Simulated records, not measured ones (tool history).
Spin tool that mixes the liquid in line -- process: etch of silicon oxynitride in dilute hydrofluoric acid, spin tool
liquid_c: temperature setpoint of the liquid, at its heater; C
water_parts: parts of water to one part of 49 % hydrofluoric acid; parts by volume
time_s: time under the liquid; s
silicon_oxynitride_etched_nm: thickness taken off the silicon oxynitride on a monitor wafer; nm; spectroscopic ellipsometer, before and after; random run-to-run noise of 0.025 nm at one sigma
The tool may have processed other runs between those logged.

run 1 hour=0.0 | liquid_c=24.0 water_parts=240 time_s=305 | silicon_oxynitride_etched_nm=3.5074
run 2 hour=5.4 | liquid_c=24.0 water_parts=280 time_s=305 | silicon_oxynitride_etched_nm=2.8934
run 3 hour=7.6 | liquid_c=26.0 water_parts=280 time_s=305 | silicon_oxynitride_etched_nm=3.1480
run 4 hour=14.1 | liquid_c=25.5 water_parts=280 time_s=305 | silicon_oxynitride_etched_nm=3.0854
run 5 hour=15.9 | liquid_c=25.5 water_parts=215 time_s=305 | silicon_oxynitride_etched_nm=4.1230
run 6 hour=20.1 | liquid_c=24.5 water_parts=220 time_s=305 | silicon_oxynitride_etched_nm=3.9374
run 7 hour=25.6 | liquid_c=23.5 water_parts=225 time_s=305 | silicon_oxynitride_etched_nm=3.7258
run 8 hour=29.9 | liquid_c=22.5 water_parts=230 time_s=305 | silicon_oxynitride_etched_nm=3.4192
run 9 hour=32.8 | liquid_c=22.0 water_parts=230 time_s=305 | silicon_oxynitride_etched_nm=3.3194
run 10 hour=33.8 | liquid_c=21.5 water_parts=230 time_s=305 | silicon_oxynitride_etched_nm=3.2127
run 11 hour=38.4 | liquid_c=21.0 water_parts=230 time_s=305 | silicon_oxynitride_etched_nm=3.2016
run 12 hour=46.5 | liquid_c=20.5 water_parts=230 time_s=305 | silicon_oxynitride_etched_nm=3.1015
run 13 hour=55.0 | liquid_c=20.0 water_parts=230 time_s=305 | silicon_oxynitride_etched_nm=3.0291
run 14 hour=60.3 | liquid_c=19.5 water_parts=230 time_s=305 | silicon_oxynitride_etched_nm=2.9637
run 15 hour=61.8 | liquid_c=19.0 water_parts=230 time_s=305 | silicon_oxynitride_etched_nm=2.9379

Predict the results of run 16:
run 16 hour=65.7 | liquid_c=18.5 water_parts=230 time_s=305 | silicon_oxynitride_etched_nm=?

Run 16 gave silicon_oxynitride_etched_nm 2.8290 nm.
